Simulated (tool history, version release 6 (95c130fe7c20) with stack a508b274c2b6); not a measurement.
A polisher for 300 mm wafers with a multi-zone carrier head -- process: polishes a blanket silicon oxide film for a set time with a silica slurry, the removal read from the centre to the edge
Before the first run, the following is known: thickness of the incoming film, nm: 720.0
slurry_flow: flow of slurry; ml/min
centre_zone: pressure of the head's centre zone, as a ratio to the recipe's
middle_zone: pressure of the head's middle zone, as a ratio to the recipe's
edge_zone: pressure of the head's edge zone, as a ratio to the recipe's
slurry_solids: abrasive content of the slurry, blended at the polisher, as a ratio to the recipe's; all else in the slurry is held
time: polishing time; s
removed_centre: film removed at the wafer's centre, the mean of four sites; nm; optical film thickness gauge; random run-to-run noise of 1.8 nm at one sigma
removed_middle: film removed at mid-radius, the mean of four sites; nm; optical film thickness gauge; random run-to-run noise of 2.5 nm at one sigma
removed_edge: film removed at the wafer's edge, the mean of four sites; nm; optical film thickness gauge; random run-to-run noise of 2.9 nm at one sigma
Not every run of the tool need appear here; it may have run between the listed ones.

run	hour	slurry_flow	centre_zone	middle_zone	edge_zone	slurry_solids	time	removed_centre	removed_middle	removed_edge
1	0	295	1	1	1	1	65	229.74	220.19	227.31
2	4.8	340	1	1	1	1	65	231.17	226.68	227.99
3	11.3	345	1.03	1	1.02	1	65	238.78	227.54	231.09
4	14.6	345	1.03	1	1.02	0.85	65	220.85	210.79	210.63
5	19.7	345	1.06	1.01	1.05	0.9	65	232.9	222.63	220.96
6	25.5	345	1.06	1.01	0.97	0.9	65	234.9	217.03	213.65

Run 7 is up next; what results do you expect?
7	27.6	340	1.08	1.01	1.01	0.95	65	?	?	?

Run 7 gave removed_centre 243.03 nm, removed_middle 223.79 nm, removed_edge 221.71 nm.
